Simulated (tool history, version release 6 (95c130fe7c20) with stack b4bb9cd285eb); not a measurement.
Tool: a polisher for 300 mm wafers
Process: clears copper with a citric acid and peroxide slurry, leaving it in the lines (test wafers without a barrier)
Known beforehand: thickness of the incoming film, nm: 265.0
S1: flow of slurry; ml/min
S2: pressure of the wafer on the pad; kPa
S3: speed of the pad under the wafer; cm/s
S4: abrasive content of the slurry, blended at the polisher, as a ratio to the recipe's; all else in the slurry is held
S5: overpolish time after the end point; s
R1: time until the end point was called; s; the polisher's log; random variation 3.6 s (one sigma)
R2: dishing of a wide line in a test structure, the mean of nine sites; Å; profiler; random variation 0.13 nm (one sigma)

run 1 hour=0 | S1=320 S2=21.4 S3=88 S4=1 S5=18 | R1=107.66 R2=296.61
run 2 hour=6.8 | S1=320 S2=21.4 S3=100 S4=1 S5=18 | R1=97.003 R2=324.18
run 3 hour=8.3 | S1=310 S2=18.6 S3=80 S4=0.95 S5=14 | R1=131.25 R2=187.55
run 4 hour=15.5 | S1=305 S2=15.9 S3=70 S4=0.95 S5=13 | R1=170.3 R2=135.77
run 5 hour=18.2 | S1=305 S2=11.7 S3=70 S4=0.95 S5=13 | R1=212.72 R2=115.49
run 6 hour=20.2 | S1=305 S2=16.5 S3=70 S4=0.95 S5=13 | R1=161.5 R2=149.66
run 7 hour=27.5 | S1=305 S2=14.5 S3=66 S4=0.95 S5=12 | R1=186.49 R2=116.85
run 8 hour=28.2 | S1=305 S2=13.1 S3=64 S4=0.95 S5=12 | R1=212.96 R2=108.17

For run 9, what comes out?
run 9 hour=33 | S1=305 S2=13.1 S3=64 S4=0.95 S5=12 | R1=? R2=?

R1: 210.78 s
R2: 105.49 Å

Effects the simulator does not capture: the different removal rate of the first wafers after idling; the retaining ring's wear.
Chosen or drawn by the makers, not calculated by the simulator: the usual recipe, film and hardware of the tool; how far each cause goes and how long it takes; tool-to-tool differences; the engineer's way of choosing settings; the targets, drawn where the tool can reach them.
